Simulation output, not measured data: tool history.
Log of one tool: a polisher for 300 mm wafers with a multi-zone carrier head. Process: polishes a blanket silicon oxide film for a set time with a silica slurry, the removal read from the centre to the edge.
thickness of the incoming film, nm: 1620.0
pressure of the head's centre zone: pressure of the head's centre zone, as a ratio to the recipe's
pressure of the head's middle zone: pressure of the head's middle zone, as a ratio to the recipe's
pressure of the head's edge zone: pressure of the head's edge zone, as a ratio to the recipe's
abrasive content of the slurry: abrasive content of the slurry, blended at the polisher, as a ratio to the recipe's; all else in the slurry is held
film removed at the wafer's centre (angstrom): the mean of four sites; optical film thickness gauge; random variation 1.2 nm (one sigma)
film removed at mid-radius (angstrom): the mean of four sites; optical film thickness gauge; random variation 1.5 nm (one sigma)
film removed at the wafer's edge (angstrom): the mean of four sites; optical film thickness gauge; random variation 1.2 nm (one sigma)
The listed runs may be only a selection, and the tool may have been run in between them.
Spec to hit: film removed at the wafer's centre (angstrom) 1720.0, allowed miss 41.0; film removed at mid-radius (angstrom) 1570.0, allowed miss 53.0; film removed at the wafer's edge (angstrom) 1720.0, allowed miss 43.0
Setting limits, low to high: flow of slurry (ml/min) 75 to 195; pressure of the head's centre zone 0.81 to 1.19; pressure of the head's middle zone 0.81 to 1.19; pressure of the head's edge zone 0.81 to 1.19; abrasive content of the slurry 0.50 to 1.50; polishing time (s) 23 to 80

run,hour,flow of slurry (ml/min),pressure of the head's centre zone,pressure of the head's middle zone,pressure of the head's edge zone,abrasive content of the slurry,polishing time (s),film removed at the wafer's centre (angstrom),film removed at mid-radius (angstrom),film removed at the wafer's edge (angstrom)
1,0.0,125,1.00,1.00,1.00,1.00,51,1357.3,1361.9,1318.6
2,7.0,140,1.01,0.98,1.05,1.05,51,1434.2,1382.3,1405.8
3,11.1,150,1.02,0.98,1.09,1.10,51,1498.2,1460.2,1485.9
4,14.4,150,1.02,0.98,1.06,1.10,51,1498.2,1421.5,1454.1
5,17.7,160,1.03,0.97,1.10,1.15,51,1562.3,1483.4,1522.5
6,23.8,165,1.03,0.96,1.13,1.20,51,1581.6,1486.2,1568.9
7,27.7,170,1.03,0.95,1.15,1.25,51,1619.8,1537.4,1629.8
8,30.4,175,1.04,0.94,1.16,1.25,51,1646.8,1512.4,1629.6

Which of these 5 next moves meets every target?
A,33.1,170,1.05,1.12,1.18,1.10,52,?,?,?
B,33.1,160,1.02,0.91,1.13,1.05,60,?,?,?
C,33.1,195,1.07,0.85,1.13,1.10,54,?,?,?
D,33.1,150,1.01,1.03,1.19,1.25,54,?,?,?
E,33.1,165,1.04,0.99,1.17,1.20,52,?,?,?

move,film removed at the wafer's centre (angstrom),film removed at mid-radius (angstrom),film removed at the wafer's edge (angstrom)
A,1609.5,1649.5,1590.1
B,1743.1,1578.3,1746.8
C,1737.7,1422.2,1642.6
D,1667.1,1672.3,1736.5
E,1650.3,1557.4,1645.6
A: its largest miss is bigger than the last run's
B: hits every target within its allowed miss
C: its largest miss is bigger than the last run's
D: brings the result that was furthest off to its target, and leaves another outside
E: nearer the targets than the last run, but a result is still out of spec
B meets every target.
